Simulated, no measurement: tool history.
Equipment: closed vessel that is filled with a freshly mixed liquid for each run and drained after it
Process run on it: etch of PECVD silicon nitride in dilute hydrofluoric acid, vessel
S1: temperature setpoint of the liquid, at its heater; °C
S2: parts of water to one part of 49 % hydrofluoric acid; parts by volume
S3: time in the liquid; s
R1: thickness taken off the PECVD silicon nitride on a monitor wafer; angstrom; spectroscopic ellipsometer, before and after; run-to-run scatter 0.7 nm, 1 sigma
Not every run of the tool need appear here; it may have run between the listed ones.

Run 1, day 0: S1 23 °C, S2 55 parts by volume, S3 1200 s. Result: R1 891.55 angstrom.
Run 2, day 0.062: S1 23 °C, S2 55 parts by volume, S3 1200 s. Result: R1 892.87 angstrom.
Run 3, day 0.221: S1 23 °C, S2 65 parts by volume, S3 1200 s. Result: R1 757.99 angstrom.
Run 4, day 0.567: S1 24.5 °C, S2 65 parts by volume, S3 1200 s. Result: R1 842.25 angstrom.
Run 5, day 0.792: S1 26 °C, S2 65 parts by volume, S3 1200 s. Result: R1 934.32 angstrom.
Run 6, day 1.067: S1 27 °C, S2 65 parts by volume, S3 1200 s. Result: R1 986.86 angstrom.
Run 7, day 1.417: S1 28 °C, S2 65 parts by volume, S3 1200 s. Result: R1 1050.4 angstrom.

For run 8, what comes out?
Run 8, day 1.754: S1 28.5 °C, S2 65 parts by volume, S3 1200 s. Result: R1 ?.

{"run 8": {"R1": 1093.8}}
